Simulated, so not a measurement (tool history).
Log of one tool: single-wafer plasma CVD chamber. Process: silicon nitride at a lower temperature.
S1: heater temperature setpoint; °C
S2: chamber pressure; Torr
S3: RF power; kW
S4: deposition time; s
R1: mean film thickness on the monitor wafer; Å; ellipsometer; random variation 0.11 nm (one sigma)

run    day   S1    S2     S3    S4      R1
  1  0.000  370  1.34  0.390  16.2  230.20
  2  0.129  366  1.34  0.390  16.2  228.66
  3  0.271  366  1.34  0.390  16.2  230.41
  4  0.638  366  1.34  0.410  16.2  235.42
  5  0.879  366  1.34  0.410  15.4  225.58
  6  1.238  360  1.34  0.410  15.4  227.89
  7  1.262  360  1.29  0.405  15.4  225.20
  8  1.400  360  1.25  0.395  15.4  218.91
  9  1.688  360  1.25  0.395  15.4  217.64
 10  1.742  360  1.21  0.395  15.4  217.03
     2.088  -- thermocouple changed; heater temperature recalibrated
 11  2.088  360  0.94  0.345  15.4  185.00

Forecast run 12:
 12  2.329  360  0.95  0.345  15.4   ?

{"run 12": {"R1": 187.42}}
